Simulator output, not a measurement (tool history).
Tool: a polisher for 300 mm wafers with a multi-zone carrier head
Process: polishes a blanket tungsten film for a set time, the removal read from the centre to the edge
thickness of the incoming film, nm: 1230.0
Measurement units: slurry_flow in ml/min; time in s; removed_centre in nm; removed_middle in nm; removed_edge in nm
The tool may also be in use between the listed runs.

{"run": 1, "hour": 0.0, "slurry_flow": 250, "centre_zone": 1.0, "middle_zone": 1.0, "edge_zone": 1.0, "slurry_solids": 1.0, "time": 69, "removed_centre": 270.46, "removed_middle": 271.47, "removed_edge": 273.28}
{"run": 2, "hour": 1.8, "slurry_flow": 305, "centre_zone": 1.0, "middle_zone": 1.0, "edge_zone": 1.0, "slurry_solids": 1.0, "time": 69, "removed_centre": 278.04, "removed_middle": 275.88, "removed_edge": 280.14}
{"run": 3, "hour": 2.5, "slurry_flow": 305, "centre_zone": 1.0, "middle_zone": 1.0, "edge_zone": 0.94, "slurry_solids": 1.0, "time": 69, "removed_centre": 279.87, "removed_middle": 275.98, "removed_edge": 270.27}
{"run": 4, "hour": 9.3, "slurry_flow": 305, "centre_zone": 1.0, "middle_zone": 0.92, "edge_zone": 0.94, "slurry_solids": 1.0, "time": 69, "removed_centre": 276.1, "removed_middle": 257.51, "removed_edge": 268.07}
{"run": 5, "hour": 13.3, "slurry_flow": 265, "centre_zone": 1.0, "middle_zone": 0.92, "edge_zone": 0.94, "slurry_solids": 1.0, "time": 69, "removed_centre": 275.54, "removed_middle": 256.29, "removed_edge": 264.22}
{"run": 6, "hour": 16.9, "slurry_flow": 270, "centre_zone": 1.05, "middle_zone": 0.97, "edge_zone": 0.96, "slurry_solids": 1.15, "time": 70, "removed_centre": 300.65, "removed_middle": 274.71, "removed_edge": 281.64}
{"run": 7, "hour": 20.3, "slurry_flow": 285, "centre_zone": 1.09, "middle_zone": 1.03, "edge_zone": 0.97, "slurry_solids": 1.25, "time": 71, "removed_centre": 325.2, "removed_middle": 302.45, "removed_edge": 293.2}
{"run": 8, "hour": 24.3, "slurry_flow": 300, "centre_zone": 1.12, "middle_zone": 1.05, "edge_zone": 0.99, "slurry_solids": 1.35, "time": 71, "removed_centre": 343.82, "removed_middle": 319.7, "removed_edge": 306.68}
{"run": 9, "hour": 27.3, "slurry_flow": 315, "centre_zone": 1.14, "middle_zone": 1.06, "edge_zone": 1.0, "slurry_solids": 1.4, "time": 71, "removed_centre": 354.4, "removed_middle": 319.41, "removed_edge": 311.42}

For run 10, what comes out?
{"run": 10, "hour": 35.9, "slurry_flow": 320, "centre_zone": 1.16, "middle_zone": 1.08, "edge_zone": 1.01, "slurry_solids": 1.45, "time": 72, "removed_centre": "?", "removed_middle": "?", "removed_edge": "?"}

removed_centre: 367.64 nm
removed_middle: 341.08 nm
removed_edge: 315.34 nm
